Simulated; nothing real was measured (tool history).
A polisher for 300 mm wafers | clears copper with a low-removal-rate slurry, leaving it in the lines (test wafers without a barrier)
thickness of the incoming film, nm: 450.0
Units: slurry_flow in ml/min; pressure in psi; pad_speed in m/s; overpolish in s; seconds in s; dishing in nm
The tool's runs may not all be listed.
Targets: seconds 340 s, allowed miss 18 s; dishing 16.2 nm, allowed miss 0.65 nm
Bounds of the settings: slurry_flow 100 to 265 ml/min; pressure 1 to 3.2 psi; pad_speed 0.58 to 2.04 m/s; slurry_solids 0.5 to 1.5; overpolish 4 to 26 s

run  hour  slurry_flow  pressure  pad_speed  slurry_solids  overpolish  seconds  dishing
  1     0          170       2.1        1.3              1          13   170.71   25.023
  2   0.9          170       2.1        1.3              1          16   168.65   29.788
  3   3.8          170       1.9       1.26              1          16   185.83    27.08
  4   9.7          165       1.7        1.2              1          16   219.58   23.357
  5  16.2          160       1.6       1.18              1          16    242.4   21.799
  6  22.7          155       1.5       1.18              1          16   255.09   20.456
  7  26.8          135         1       1.12              1          17   418.14   14.529
  8  33.3          145         1       1.12              1          17   397.68     14.2
  9  36.6          150         1       1.12              1          17   404.62   14.457

Which of these 5 next moves meets every target?
  A  39.9          180       1.5       0.88           0.85          16        ?        ?
  B  39.9          165       1.1       1.06           0.75          17        ?        ?
  C  39.9          125       1.3       1.04            1.1          14        ?        ?
  D  39.9          150       1.2        1.1           0.95          15        ?        ?
  E  39.9          150         1        1.2           0.95          16        ?        ?

move  seconds  dishing
   A   344.68   16.233
   B   405.35   14.607
   C   346.14   14.293
   D   350.96   14.925
   E   384.44   14.426
A: meets every target
B: as far off as the last run
C: brings the result that was furthest off to its target, and leaves another outside
D: brings the result that was furthest off to its target, and leaves another outside
E: nearer than the last run, and not there yet
The right move is A.

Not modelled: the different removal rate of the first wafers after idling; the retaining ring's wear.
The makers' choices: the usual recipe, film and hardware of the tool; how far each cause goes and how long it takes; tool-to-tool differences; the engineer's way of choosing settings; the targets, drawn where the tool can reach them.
